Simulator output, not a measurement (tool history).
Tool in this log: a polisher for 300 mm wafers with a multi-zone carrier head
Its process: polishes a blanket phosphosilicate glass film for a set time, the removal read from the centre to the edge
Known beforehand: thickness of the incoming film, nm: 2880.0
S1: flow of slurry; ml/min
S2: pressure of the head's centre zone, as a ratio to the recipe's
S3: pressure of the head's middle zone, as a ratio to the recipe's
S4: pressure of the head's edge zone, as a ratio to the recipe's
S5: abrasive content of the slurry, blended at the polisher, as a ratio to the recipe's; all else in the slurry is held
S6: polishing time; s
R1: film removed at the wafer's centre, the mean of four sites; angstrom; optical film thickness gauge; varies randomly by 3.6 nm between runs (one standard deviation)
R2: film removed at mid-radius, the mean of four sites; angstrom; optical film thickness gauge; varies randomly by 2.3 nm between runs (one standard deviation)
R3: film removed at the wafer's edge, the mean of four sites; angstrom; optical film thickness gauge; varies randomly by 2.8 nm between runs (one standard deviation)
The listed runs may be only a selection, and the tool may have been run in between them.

| run | hour | S1 | S2 | S3 | S4 | S5 | S6 | R1 | R2 | R3 |
|---|---|---|---|---|---|---|---|---|---|---|
| 1 | 0.0 | 310 | 1.00 | 1.00 | 1.00 | 1.00 | 36 | 2149.6 | 2128.4 | 2202.7 |
| 2 | 3.9 | 310 | 1.00 | 1.00 | 1.04 | 1.15 | 37 | 2310.3 | 2318.5 | 2383.0 |
| 3 | 11.7 | 310 | 1.00 | 0.96 | 1.04 | 1.15 | 37 | 2290.0 | 2256.9 | 2423.9 |
| 4 | 15.2 | 310 | 1.07 | 0.96 | 1.04 | 1.15 | 37 | 2468.4 | 2231.1 | 2438.3 |
| 5 | 20.8 | 310 | 1.05 | 0.95 | 1.07 | 1.25 | 38 | 2538.3 | 2330.8 | 2599.6 |
| 6 | 28.8 | 310 | 1.03 | 0.95 | 1.09 | 1.30 | 39 | 2599.6 | 2436.9 | 2728.6 |

The next listed run, before its measurement:
| 7 | 31.9 | 315 | 1.02 | 0.95 | 1.11 | 1.35 | 40 | ? | ? | ? |

{"run 7": {"R1": 2612.1, "R2": 2542.7, "R3": 2877.4}}
